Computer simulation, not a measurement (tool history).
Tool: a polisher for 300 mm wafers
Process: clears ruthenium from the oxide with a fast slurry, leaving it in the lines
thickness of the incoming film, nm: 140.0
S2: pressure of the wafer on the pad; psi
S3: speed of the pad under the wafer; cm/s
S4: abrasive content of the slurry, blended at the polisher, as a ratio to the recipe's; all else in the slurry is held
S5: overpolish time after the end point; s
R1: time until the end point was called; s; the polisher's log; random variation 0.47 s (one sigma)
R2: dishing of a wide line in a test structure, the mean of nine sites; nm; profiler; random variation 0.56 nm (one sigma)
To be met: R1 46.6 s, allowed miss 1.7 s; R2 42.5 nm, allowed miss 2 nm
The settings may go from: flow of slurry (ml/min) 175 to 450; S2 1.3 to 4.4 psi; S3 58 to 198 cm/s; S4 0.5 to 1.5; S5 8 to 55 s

{"run": 1, "day": 0.0, "flow of slurry (ml/min)": 290, "S2": 2.8, "S3": 128, "S4": 1, "S5": 28, "R1": 31.166, "R2": 44.235}
{"run": 2, "day": 0.179, "flow of slurry (ml/min)": 290, "S2": 2.8, "S3": 148, "S4": 1, "S5": 28, "R1": 27.138, "R2": 46.891}
{"run": 3, "day": 0.283, "flow of slurry (ml/min)": 290, "S2": 2.4, "S3": 148, "S4": 1, "S5": 28, "R1": 31.789, "R2": 44.105}
{"run": 4, "day": 0.479, "flow of slurry (ml/min)": 290, "S2": 2.2, "S3": 148, "S4": 1, "S5": 30, "R1": 33.652, "R2": 44.422}
{"run": 5, "day": 0.8, "flow of slurry (ml/min)": 290, "S2": 2, "S3": 148, "S4": 1, "S5": 31, "R1": 37.385, "R2": 43.794}
{"run": 6, "day": 1.004, "flow of slurry (ml/min)": 290, "S2": 1.9, "S3": 148, "S4": 1, "S5": 32, "R1": 39.345, "R2": 43.707}
{"run": 7, "day": 1.362, "flow of slurry (ml/min)": 290, "S2": 1.8, "S3": 148, "S4": 1, "S5": 32, "R1": 41.501, "R2": 42.174}
{"run": 8, "day": 1.588, "flow of slurry (ml/min)": 290, "S2": 1.5, "S3": 148, "S4": 1, "S5": 37, "R1": 49.139, "R2": 42.348}
{"run": 9, "day": 1.896, "flow of slurry (ml/min)": 290, "S2": 1.5, "S3": 148, "S4": 1, "S5": 37, "R1": 49.578, "R2": 42.63}

Which of these 5 next moves meets every target?
{"run": "A", "day": 2.204, "flow of slurry (ml/min)": 350, "S2": 1.6, "S3": 142, "S4": 1.05, "S5": 36, "R1": "?", "R2": "?"}
{"run": "B", "day": 2.204, "flow of slurry (ml/min)": 270, "S2": 1.5, "S3": 168, "S4": 1, "S5": 34, "R1": "?", "R2": "?"}
{"run": "C", "day": 2.204, "flow of slurry (ml/min)": 210, "S2": 1.4, "S3": 166, "S4": 0.95, "S5": 33, "R1": "?", "R2": "?"}
{"run": "D", "day": 2.204, "flow of slurry (ml/min)": 180, "S2": 1.5, "S3": 196, "S4": 0.9, "S5": 25, "R1": "?", "R2": "?"}
{"run": "E", "day": 2.204, "flow of slurry (ml/min)": 350, "S2": 1.6, "S3": 144, "S4": 1, "S5": 52, "R1": "?", "R2": "?"}

move=A R1=46.23 R2=42.378
move=B R1=43.852 R2=42.307
move=C R1=50.229 R2=39.466
move=D R1=42.251 R2=37.559
move=E R1=46.811 R2=47.336
A: meets every target
B: takes the result that was furthest off past its target
C: further off than the last run
D: takes the result that was furthest off past its target
E: brings the result that was furthest off to its target, and leaves another outside
Move A is the one to make.

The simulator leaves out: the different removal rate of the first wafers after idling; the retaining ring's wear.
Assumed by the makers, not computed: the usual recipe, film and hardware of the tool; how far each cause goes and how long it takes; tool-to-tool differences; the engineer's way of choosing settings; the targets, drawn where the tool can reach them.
